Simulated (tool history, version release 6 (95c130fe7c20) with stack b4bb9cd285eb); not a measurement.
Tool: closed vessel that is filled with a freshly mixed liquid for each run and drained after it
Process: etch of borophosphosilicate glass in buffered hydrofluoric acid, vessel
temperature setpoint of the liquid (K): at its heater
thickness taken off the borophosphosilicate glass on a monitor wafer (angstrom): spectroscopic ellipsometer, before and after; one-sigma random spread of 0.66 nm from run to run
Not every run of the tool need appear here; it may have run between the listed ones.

run,hour,temperature setpoint of the liquid (K),parts of 40 % ammonium fluoride to one part of 49 % hydrofluoric acid (parts by volume),time in the liquid (s),thickness taken off the borophosphosilicate glass on a monitor wafer (angstrom)
1,0,293.15,8.5,30,446.56
2,5.9,295.15,8.5,30,501.18
3,14.3,297.15,8.5,30,553.61
4,17.5,298.65,8.5,30,605.26
5,21.9,299.65,8.5,30,633.23
6,31,299.65,8.5,30,630.67
7,37.3,299.65,8.5,30,634.21

Run 8, settings as shown, results not yet in. Your forecast:
8,42.3,300.15,8.5,30,?

thickness taken off the borophosphosilicate glass on a monitor wafer (angstrom): 649.62

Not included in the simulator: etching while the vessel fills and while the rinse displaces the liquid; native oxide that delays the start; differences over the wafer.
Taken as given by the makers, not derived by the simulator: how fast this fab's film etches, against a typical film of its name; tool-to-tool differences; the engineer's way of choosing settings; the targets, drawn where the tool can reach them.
